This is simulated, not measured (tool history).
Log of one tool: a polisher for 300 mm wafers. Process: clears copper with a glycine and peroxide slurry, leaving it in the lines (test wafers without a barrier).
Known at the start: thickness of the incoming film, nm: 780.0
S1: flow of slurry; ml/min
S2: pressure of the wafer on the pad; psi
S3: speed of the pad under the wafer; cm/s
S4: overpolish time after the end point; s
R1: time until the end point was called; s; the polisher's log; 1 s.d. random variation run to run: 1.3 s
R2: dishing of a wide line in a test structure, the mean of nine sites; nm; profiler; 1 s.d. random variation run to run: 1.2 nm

| run | hour | S1 | S2 | S3 | S4 | R1 | R2 |
|---|---|---|---|---|---|---|---|
| 1 | 0 | 185 | 3.3 | 126 | 12 | 105.09 | 48 |
| 2 | 0.7 | 185 | 2.5 | 126 | 12 | 132.27 | 40.565 |
| 3 | 8.1 | 170 | 2.5 | 126 | 12 | 134.59 | 38.79 |
| 4 | 14.7 | 150 | 2.5 | 126 | 12 | 136.72 | 39.788 |
| 5 | 17.4 | 145 | 2.8 | 126 | 14 | 126.53 | 48.308 |
| 6 | 18 | 145 | 3 | 126 | 15 | 120 | 52.56 |
| 7 | 21.6 | 150 | 3.1 | 126 | 16 | 115.36 | 57.853 |

For run 8, what comes out?
| 8 | 29.4 | 155 | 3.2 | 126 | 17 | ? | ? |

R1: 109.66 s
R2: 61.096 nm
